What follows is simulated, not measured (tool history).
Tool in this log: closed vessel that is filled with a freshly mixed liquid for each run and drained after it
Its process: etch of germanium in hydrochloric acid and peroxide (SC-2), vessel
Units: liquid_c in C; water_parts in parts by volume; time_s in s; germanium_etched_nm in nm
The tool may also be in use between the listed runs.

{"run": 1, "hour": 0.0, "liquid_c": 64, "water_parts": 5.5, "time_s": 95, "germanium_etched_nm": 273.49}
{"run": 2, "hour": 5.4, "liquid_c": 64, "water_parts": 5.5, "time_s": 95, "germanium_etched_nm": 271.16}
{"run": 3, "hour": 9.0, "liquid_c": 61.5, "water_parts": 5.5, "time_s": 95, "germanium_etched_nm": 250.78}
{"run": 4, "hour": 14.4, "liquid_c": 61.5, "water_parts": 7, "time_s": 95, "germanium_etched_nm": 252.14}
{"run": 5, "hour": 17.6, "liquid_c": 66.5, "water_parts": 7, "time_s": 95, "germanium_etched_nm": 286.77}
{"run": 6, "hour": 19.4, "liquid_c": 66.5, "water_parts": 7, "time_s": 105, "germanium_etched_nm": 319}
{"run": 7, "hour": 27.9, "liquid_c": 63, "water_parts": 7.5, "time_s": 105, "germanium_etched_nm": 286.58}
{"run": 8, "hour": 34.3, "liquid_c": 60, "water_parts": 7.5, "time_s": 105, "germanium_etched_nm": 262.45}
{"run": 9, "hour": 36.4, "liquid_c": 58, "water_parts": 7.5, "time_s": 105, "germanium_etched_nm": 247.28}
{"run": 10, "hour": 39.4, "liquid_c": 56, "water_parts": 7.5, "time_s": 105, "germanium_etched_nm": 237.27}

Estimate the outcome of run 11 from the log above:
{"run": 11, "hour": 41.9, "liquid_c": 48, "water_parts": 8, "time_s": 100, "germanium_etched_nm": "?"}

{"run 11": {"germanium_etched_nm": 173.77}}
